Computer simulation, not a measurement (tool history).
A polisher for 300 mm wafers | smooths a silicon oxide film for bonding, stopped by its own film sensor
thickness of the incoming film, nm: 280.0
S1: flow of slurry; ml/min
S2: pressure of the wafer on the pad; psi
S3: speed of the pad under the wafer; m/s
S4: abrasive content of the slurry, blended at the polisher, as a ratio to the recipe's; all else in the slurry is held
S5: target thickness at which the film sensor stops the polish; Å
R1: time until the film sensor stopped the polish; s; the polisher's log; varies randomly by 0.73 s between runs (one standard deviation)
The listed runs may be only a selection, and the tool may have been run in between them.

{"run": 1, "hour": 0.0, "S1": 260, "S2": 1.8, "S3": 1.16, "S4": 1, "S5": 2220, "R1": 81.646}
{"run": 2, "hour": 1.0, "S1": 260, "S2": 1.8, "S3": 1.16, "S4": 1, "S5": 2190, "R1": 86.646}
{"run": 3, "hour": 4.1, "S1": 260, "S2": 1.9, "S3": 1.16, "S4": 1, "S5": 2190, "R1": 80.292}
{"run": 4, "hour": 5.4, "S1": 260, "S2": 1.9, "S3": 0.9, "S4": 1, "S5": 2190, "R1": 100.95}
{"run": 5, "hour": 12.5, "S1": 260, "S2": 1.9, "S3": 0.68, "S4": 1, "S5": 2190, "R1": 125.59}
{"run": 6, "hour": 17.0, "S1": 260, "S2": 2, "S3": 0.7, "S4": 1, "S5": 2190, "R1": 117.1}
{"run": 7, "hour": 19.1, "S1": 260, "S2": 2.1, "S3": 0.74, "S4": 1, "S5": 2190, "R1": 104.52}
{"run": 8, "hour": 22.9, "S1": 260, "S2": 2.2, "S3": 0.74, "S4": 1, "S5": 2190, "R1": 103.02}
{"run": 9, "hour": 28.3, "S1": 260, "S2": 2.3, "S3": 0.78, "S4": 1, "S5": 2190, "R1": 92.29}
{"run": 10, "hour": 30.7, "S1": 260, "S2": 2.3, "S3": 0.78, "S4": 1, "S5": 2190, "R1": 94.935}
{"run": 11, "hour": 39.6, "S1": 260, "S2": 2.4, "S3": 0.8, "S4": 1, "S5": 2190, "R1": 88.795}

Run 12, settings as shown, results not yet in. Your forecast:
{"run": 12, "hour": 46.3, "S1": 260, "S2": 2.5, "S3": 0.82, "S4": 1, "S5": 2190, "R1": "?"}

Run 12 measured R1 80.92 s.
